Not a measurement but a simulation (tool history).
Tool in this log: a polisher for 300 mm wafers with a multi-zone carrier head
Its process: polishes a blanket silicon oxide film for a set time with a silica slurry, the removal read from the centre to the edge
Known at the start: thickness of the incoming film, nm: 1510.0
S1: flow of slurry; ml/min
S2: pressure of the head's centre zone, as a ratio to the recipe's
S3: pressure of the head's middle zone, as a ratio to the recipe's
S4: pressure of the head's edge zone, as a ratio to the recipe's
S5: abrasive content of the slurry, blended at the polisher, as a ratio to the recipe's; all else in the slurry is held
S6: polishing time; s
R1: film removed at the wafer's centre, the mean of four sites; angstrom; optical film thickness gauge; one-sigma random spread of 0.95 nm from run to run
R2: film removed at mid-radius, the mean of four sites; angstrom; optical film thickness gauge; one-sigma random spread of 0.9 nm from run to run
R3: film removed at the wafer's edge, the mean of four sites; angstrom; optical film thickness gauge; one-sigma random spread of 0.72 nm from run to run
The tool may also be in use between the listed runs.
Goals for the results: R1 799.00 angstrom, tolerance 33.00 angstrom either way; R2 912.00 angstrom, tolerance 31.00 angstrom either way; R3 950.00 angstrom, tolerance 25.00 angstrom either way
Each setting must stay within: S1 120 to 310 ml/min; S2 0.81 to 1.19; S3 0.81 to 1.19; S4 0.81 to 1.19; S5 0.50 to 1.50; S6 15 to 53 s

{"run": 1, "hour": 0.0, "S1": 200, "S2": 1.0, "S3": 1.0, "S4": 1.0, "S5": 1.0, "S6": 34, "R1": 703.98, "R2": 696.67, "R3": 724.52}
{"run": 2, "hour": 5.4, "S1": 200, "S2": 1.0, "S3": 1.0, "S4": 0.97, "S5": 1.0, "S6": 34, "R1": 719.27, "R2": 717.99, "R3": 714.76}
{"run": 3, "hour": 10.7, "S1": 205, "S2": 0.99, "S3": 1.02, "S4": 1.0, "S5": 1.05, "S6": 34, "R1": 713.63, "R2": 746.97, "R3": 748.5}
{"run": 4, "hour": 14.2, "S1": 205, "S2": 0.99, "S3": 0.94, "S4": 1.0, "S5": 1.05, "S6": 34, "R1": 719.59, "R2": 690.07, "R3": 739.38}
{"run": 5, "hour": 18.8, "S1": 205, "S2": 0.99, "S3": 0.94, "S4": 1.0, "S5": 0.85, "S6": 34, "R1": 677.34, "R2": 635.89, "R3": 684.47}
{"run": 6, "hour": 20.0, "S1": 205, "S2": 0.99, "S3": 1.0, "S4": 1.0, "S5": 0.85, "S6": 34, "R1": 669.85, "R2": 673.45, "R3": 679.72}
{"run": 7, "hour": 25.7, "S1": 210, "S2": 0.99, "S3": 1.02, "S4": 1.02, "S5": 0.95, "S6": 34, "R1": 705.08, "R2": 713.87, "R3": 730.7}
{"run": 8, "hour": 32.8, "S1": 260, "S2": 0.95, "S3": 1.12, "S4": 1.12, "S5": 1.2, "S6": 34, "R1": 751.93, "R2": 858.69, "R3": 826.61}
{"run": 9, "hour": 36.4, "S1": 255, "S2": 0.94, "S3": 1.11, "S4": 1.13, "S5": 1.25, "S6": 34, "R1": 745.06, "R2": 869.92, "R3": 852.59}
{"run": 10, "hour": 40.5, "S1": 255, "S2": 0.94, "S3": 1.1, "S4": 1.14, "S5": 1.3, "S6": 34, "R1": 745.47, "R2": 869.08, "R3": 850.46}
{"run": 11, "hour": 47.8, "S1": 255, "S2": 0.94, "S3": 1.09, "S4": 1.15, "S5": 1.35, "S6": 34, "R1": 757.24, "R2": 874.9, "R3": 868.48}

Below are 5 possible settings for the next run. Only one of them brings all results inside the allowed miss of their targets. Which is it?
{"run": "A", "hour": 55.1, "S1": 300, "S2": 1.03, "S3": 1.12, "S4": 1.1, "S5": 1.3, "S6": 33, "R1": "?", "R2": "?", "R3": "?"}
{"run": "B", "hour": 55.1, "S1": 265, "S2": 0.9, "S3": 1.04, "S4": 1.13, "S5": 1.35, "S6": 37, "R1": "?", "R2": "?", "R3": "?"}
{"run": "C", "hour": 55.1, "S1": 200, "S2": 0.81, "S3": 0.97, "S4": 1.19, "S5": 1.35, "S6": 38, "R1": "?", "R2": "?", "R3": "?"}
{"run": "D", "hour": 55.1, "S1": 225, "S2": 0.91, "S3": 1.0, "S4": 1.19, "S5": 1.15, "S6": 38, "R1": "?", "R2": "?", "R3": "?"}
{"run": "E", "hour": 55.1, "S1": 270, "S2": 0.84, "S3": 1.12, "S4": 1.19, "S5": 1.4, "S6": 37, "R1": "?", "R2": "?", "R3": "?"}

move=A R1=819.35 R2=872.77 R3=822.57
move=B R1=802.03 R2=920.88 R3=940.17
move=C R1=719.76 R2=869.81 R3=974.30
move=D R1=777.49 R2=855.46 R3=931.45
move=E R1=758.60 R2=994.30 R3=977.14
A: its largest miss is bigger than the last run's
B: each result inside its tolerance
C: the furthest-off result lands on target, but another misses its tolerance
D: the furthest-off result lands on target, but another misses its tolerance
E: takes the biggest miss from the last run beyond its target
The right move is B.
